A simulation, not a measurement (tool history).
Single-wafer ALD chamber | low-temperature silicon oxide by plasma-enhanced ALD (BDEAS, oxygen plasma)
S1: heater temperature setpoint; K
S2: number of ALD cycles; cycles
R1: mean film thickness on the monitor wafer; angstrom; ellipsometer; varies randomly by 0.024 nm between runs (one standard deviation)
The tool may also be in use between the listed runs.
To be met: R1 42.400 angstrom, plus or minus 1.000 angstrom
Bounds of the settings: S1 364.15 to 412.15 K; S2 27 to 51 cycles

{"run": 1, "hour": 0.0, "S1": 388.15, "S2": 39, "R1": 55.455}
{"run": 2, "hour": 1.8, "S1": 395.15, "S2": 39, "R1": 55.056}
{"run": 3, "hour": 8.9, "S1": 395.15, "S2": 34, "R1": 47.444}
{"run": 4, "hour": 13.0, "S1": 395.15, "S2": 39, "R1": 54.509}
{"run": 5, "hour": 20.5, "S1": 396.15, "S2": 37, "R1": 52.139}
{"run": 6, "hour": 21.4, "S1": 396.15, "S2": 35, "R1": 48.582}
{"run": 7, "hour": 24.1, "S1": 396.15, "S2": 34, "R1": 47.205}
{"run": 8, "hour": 31.5, "S1": 396.15, "S2": 33, "R1": 45.824}

5 next moves are on the table. One of them brings every result within its allowed miss. Which?
{"run": "A", "hour": 38.9, "S1": 392.15, "S2": 30, "R1": "?"}
{"run": "B", "hour": 38.9, "S1": 397.15, "S2": 35, "R1": "?"}
{"run": "C", "hour": 38.9, "S1": 394.15, "S2": 36, "R1": "?"}
{"run": "D", "hour": 38.9, "S1": 403.15, "S2": 36, "R1": "?"}
{"run": "E", "hour": 38.9, "S1": 397.15, "S2": 34, "R1": "?"}

move=A R1=41.862
move=B R1=48.318
move=C R1=50.020
move=D R1=49.056
move=E R1=46.938
A: all results land within tolerance of their targets
B: lands further from the targets than the last run did
C: lands further from the targets than the last run did
D: lands further from the targets than the last run did
E: lands further from the targets than the last run did
The right move is A.

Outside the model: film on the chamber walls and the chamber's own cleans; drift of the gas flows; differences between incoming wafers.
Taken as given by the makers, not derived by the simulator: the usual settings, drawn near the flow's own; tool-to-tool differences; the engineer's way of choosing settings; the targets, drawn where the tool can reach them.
